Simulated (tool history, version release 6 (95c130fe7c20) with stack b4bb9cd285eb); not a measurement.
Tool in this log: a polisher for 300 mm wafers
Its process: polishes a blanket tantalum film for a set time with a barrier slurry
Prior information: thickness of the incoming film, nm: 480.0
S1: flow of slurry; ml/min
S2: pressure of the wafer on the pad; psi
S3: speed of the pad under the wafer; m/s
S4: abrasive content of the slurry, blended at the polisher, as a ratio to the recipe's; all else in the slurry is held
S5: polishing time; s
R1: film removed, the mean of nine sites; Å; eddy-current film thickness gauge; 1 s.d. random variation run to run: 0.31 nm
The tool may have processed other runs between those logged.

run,hour,S1,S2,S3,S4,S5,R1
1,0.0,180,1.3,0.76,1.0,66,477.32
2,8.8,180,1.3,0.76,1.2,66,493.86
3,17.3,205,1.3,0.76,1.2,66,500.58
4,19.2,205,1.3,0.84,1.2,66,524.71
5,27.0,205,1.2,0.80,1.2,66,489.04
6,32.0,205,1.1,0.76,1.2,66,437.94
7,39.3,205,1.0,0.72,1.2,66,392.83
8,43.0,205,1.0,0.70,1.2,66,372.91
9,49.9,205,1.0,0.68,1.2,66,379.54

Run 10 has not been measured yet. What should we expect?
10,56.4,205,1.0,0.66,1.2,66,?

{"run 10": {"R1": 365.7}}

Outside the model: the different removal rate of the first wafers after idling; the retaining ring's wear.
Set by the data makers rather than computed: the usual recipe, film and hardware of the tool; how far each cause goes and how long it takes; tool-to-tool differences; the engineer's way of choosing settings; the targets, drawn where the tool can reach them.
